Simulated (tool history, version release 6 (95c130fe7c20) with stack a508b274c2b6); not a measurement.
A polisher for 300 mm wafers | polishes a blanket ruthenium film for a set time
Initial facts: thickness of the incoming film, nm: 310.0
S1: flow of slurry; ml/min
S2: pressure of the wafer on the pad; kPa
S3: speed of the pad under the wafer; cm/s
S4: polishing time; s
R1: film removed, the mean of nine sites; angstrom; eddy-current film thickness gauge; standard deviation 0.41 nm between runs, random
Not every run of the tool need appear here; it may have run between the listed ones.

| run | hour | S1 | S2 | S3 | S4 | R1 |
|---|---|---|---|---|---|---|
| 1 | 0 | 275 | 9 | 112 | 83 | 569.06 |
| 2 | 3.5 | 275 | 7.6 | 112 | 83 | 477.77 |
| 3 | 8.7 | 275 | 7.6 | 112 | 87 | 508.99 |
| 4 | 12.9 | 275 | 7.6 | 112 | 83 | 481.17 |
| 5 | 15.3 | 275 | 7.6 | 112 | 87 | 512.18 |
| 6 | 20.3 | 275 | 6.2 | 112 | 87 | 423.19 |
| 7 | 28.4 | 275 | 5.5 | 112 | 87 | 380.76 |
| 8 | 29.1 | 275 | 4.8 | 112 | 87 | 332.46 |

Expected results for the next run?
| 9 | 37.3 | 275 | 5.5 | 112 | 87 | ? |

R1: 373.29 angstrom
